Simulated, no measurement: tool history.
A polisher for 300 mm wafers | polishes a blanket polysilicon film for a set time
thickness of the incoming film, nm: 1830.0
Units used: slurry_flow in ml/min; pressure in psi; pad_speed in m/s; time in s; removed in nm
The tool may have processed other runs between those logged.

Run 1, hour 0: slurry_flow 265 ml/min, pressure 2 psi, pad_speed 1.1 m/s, time 88 s. Result: removed 636.08 nm.
Run 2, hour 6: slurry_flow 310 ml/min, pressure 2 psi, pad_speed 1.1 m/s, time 88 s. Result: removed 633.74 nm.
Run 3, hour 7.1: slurry_flow 285 ml/min, pressure 2 psi, pad_speed 1.1 m/s, time 88 s. Result: removed 633.07 nm.
Run 4, hour 9.7: slurry_flow 285 ml/min, pressure 1.9 psi, pad_speed 1.1 m/s, time 88 s. Result: removed 602.97 nm.
Run 5, hour 12.5: slurry_flow 285 ml/min, pressure 1.8 psi, pad_speed 1.1 m/s, time 88 s. Result: removed 576.57 nm.
Run 6, hour 15.5: slurry_flow 285 ml/min, pressure 1.8 psi, pad_speed 0.9 m/s, time 88 s. Result: removed 493.91 nm.
Run 7, hour 22.5: slurry_flow 285 ml/min, pressure 1.7 psi, pad_speed 0.9 m/s, time 88 s. Result: removed 464.96 nm.
Run 8, hour 29.2: slurry_flow 285 ml/min, pressure 1.6 psi, pad_speed 0.9 m/s, time 88 s. Result: removed 441.53 nm.
Run 9, hour 32.8: slurry_flow 285 ml/min, pressure 1.5 psi, pad_speed 0.9 m/s, time 88 s. Result: removed 416.18 nm.

Expected results for the next run?
Run 10, hour 40.4: slurry_flow 285 ml/min, pressure 1.3 psi, pad_speed 0.9 m/s, time 88 s. Result: removed ?.

removed: 357.77 nm
